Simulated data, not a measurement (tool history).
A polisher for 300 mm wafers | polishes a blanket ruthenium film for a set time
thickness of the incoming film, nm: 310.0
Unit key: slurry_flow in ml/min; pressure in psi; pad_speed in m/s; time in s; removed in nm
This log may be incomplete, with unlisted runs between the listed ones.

run 1 hour=0 | slurry_flow=235 pressure=1.6 pad_speed=1 time=29 | removed=25.445
run 2 hour=3.4 | slurry_flow=195 pressure=1.6 pad_speed=1 time=29 | removed=24.527
run 3 hour=4.3 | slurry_flow=220 pressure=1.6 pad_speed=1 time=29 | removed=24.902
run 4 hour=7.5 | slurry_flow=255 pressure=1.6 pad_speed=1 time=29 | removed=25.349
run 5 hour=10.4 | slurry_flow=260 pressure=1.7 pad_speed=1 time=29 | removed=26.782
run 6 hour=13.2 | slurry_flow=215 pressure=1.7 pad_speed=1 time=29 | removed=26.002
run 7 hour=15.1 | slurry_flow=230 pressure=1.8 pad_speed=1 time=29 | removed=27.639
run 8 hour=24.1 | slurry_flow=240 pressure=1.9 pad_speed=1 time=29 | removed=29.021
run 9 hour=29 | slurry_flow=245 pressure=2 pad_speed=1 time=29 | removed=30.365
run 10 hour=36.9 | slurry_flow=250 pressure=2 pad_speed=1 time=29 | removed=30.281
run 11 hour=37.6 | slurry_flow=255 pressure=2.1 pad_speed=1 time=29 | removed=32.165

Run 12 comes next. What will it give?
run 12 hour=41.7 | slurry_flow=260 pressure=2.1 pad_speed=1 time=29 | removed=?

removed: 31.663 nm

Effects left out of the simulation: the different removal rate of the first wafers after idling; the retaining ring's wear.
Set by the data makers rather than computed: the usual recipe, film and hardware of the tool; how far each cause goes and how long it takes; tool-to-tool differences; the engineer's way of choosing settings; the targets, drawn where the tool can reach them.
